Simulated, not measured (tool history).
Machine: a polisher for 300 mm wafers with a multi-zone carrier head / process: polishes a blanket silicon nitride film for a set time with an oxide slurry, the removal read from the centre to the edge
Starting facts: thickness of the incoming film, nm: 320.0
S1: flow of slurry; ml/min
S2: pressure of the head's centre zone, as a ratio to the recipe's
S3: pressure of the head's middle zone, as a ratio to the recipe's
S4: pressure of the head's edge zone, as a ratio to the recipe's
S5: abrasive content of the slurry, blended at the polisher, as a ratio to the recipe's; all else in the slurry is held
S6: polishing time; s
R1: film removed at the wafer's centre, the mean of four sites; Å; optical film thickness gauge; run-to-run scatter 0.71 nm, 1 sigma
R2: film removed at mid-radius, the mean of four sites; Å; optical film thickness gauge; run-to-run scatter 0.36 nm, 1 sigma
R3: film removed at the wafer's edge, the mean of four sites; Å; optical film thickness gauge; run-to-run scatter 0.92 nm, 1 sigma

{"run": 1, "hour": 0.0, "S1": 145, "S2": 1.0, "S3": 1.0, "S4": 1.0, "S5": 1.0, "S6": 46, "R1": 442.82, "R2": 428.64, "R3": 433.11}
{"run": 2, "hour": 9.0, "S1": 145, "S2": 1.0, "S3": 1.07, "S4": 1.0, "S5": 1.0, "S6": 46, "R1": 442.58, "R2": 450.31, "R3": 417.28}
{"run": 3, "hour": 17.6, "S1": 145, "S2": 1.0, "S3": 1.07, "S4": 1.07, "S5": 1.0, "S6": 46, "R1": 438.41, "R2": 455.51, "R3": 443.91}
{"run": 4, "hour": 19.4, "S1": 145, "S2": 1.04, "S3": 1.07, "S4": 1.07, "S5": 1.0, "S6": 46, "R1": 462.76, "R2": 450.67, "R3": 443.06}
{"run": 5, "hour": 24.4, "S1": 120, "S2": 1.04, "S3": 1.07, "S4": 1.07, "S5": 1.0, "S6": 46, "R1": 425.33, "R2": 430.67, "R3": 433.56}
{"run": 6, "hour": 30.8, "S1": 120, "S2": 1.11, "S3": 1.07, "S4": 1.07, "S5": 1.0, "S6": 46, "R1": 467.25, "R2": 432.43, "R3": 434.56}
{"run": 7, "hour": 34.5, "S1": 125, "S2": 1.1, "S3": 1.07, "S4": 1.09, "S5": 1.05, "S6": 46, "R1": 473.29, "R2": 446.38, "R3": 449.97}
{"run": 8, "hour": 41.8, "S1": 130, "S2": 1.09, "S3": 1.06, "S4": 1.1, "S5": 1.1, "S6": 46, "R1": 494.66, "R2": 455.16, "R3": 471.85}
{"run": 9, "hour": 49.8, "S1": 135, "S2": 1.08, "S3": 1.06, "S4": 1.11, "S5": 1.15, "S6": 46, "R1": 499.51, "R2": 472.99, "R3": 485.57}
{"run": 10, "hour": 56.9, "S1": 140, "S2": 1.07, "S3": 1.06, "S4": 1.12, "S5": 1.2, "S6": 46, "R1": 512.47, "R2": 484.72, "R3": 495.78}
{"run": 11, "hour": 60.5, "S1": 145, "S2": 1.06, "S3": 1.06, "S4": 1.13, "S5": 1.25, "S6": 46, "R1": 519.29, "R2": 498.65, "R3": 516.1}
{"run": 12, "hour": 65.4, "S1": 150, "S2": 1.05, "S3": 1.06, "S4": 1.14, "S5": 1.3, "S6": 46, "R1": 524.78, "R2": 514.54, "R3": 513.68}
{"run": 13, "hour": 69.4, "S1": 150, "S2": 1.05, "S3": 1.05, "S4": 1.15, "S5": 1.35, "S6": 47, "R1": 552.59, "R2": 525.96, "R3": 536.98}
{"run": 14, "hour": 72.0, "S1": 150, "S2": 1.04, "S3": 1.05, "S4": 1.16, "S5": 1.35, "S6": 48, "R1": 557.76, "R2": 544.14, "R3": 559.72}

Run 15, settings as shown, results not yet in. Your forecast:
{"run": 15, "hour": 77.0, "S1": 155, "S2": 1.03, "S3": 1.03, "S4": 1.18, "S5": 1.45, "S6": 49, "R1": "?", "R2": "?", "R3": "?"}

R1: 584.75 Å
R2: 558.05 Å
R3: 589.95 Å

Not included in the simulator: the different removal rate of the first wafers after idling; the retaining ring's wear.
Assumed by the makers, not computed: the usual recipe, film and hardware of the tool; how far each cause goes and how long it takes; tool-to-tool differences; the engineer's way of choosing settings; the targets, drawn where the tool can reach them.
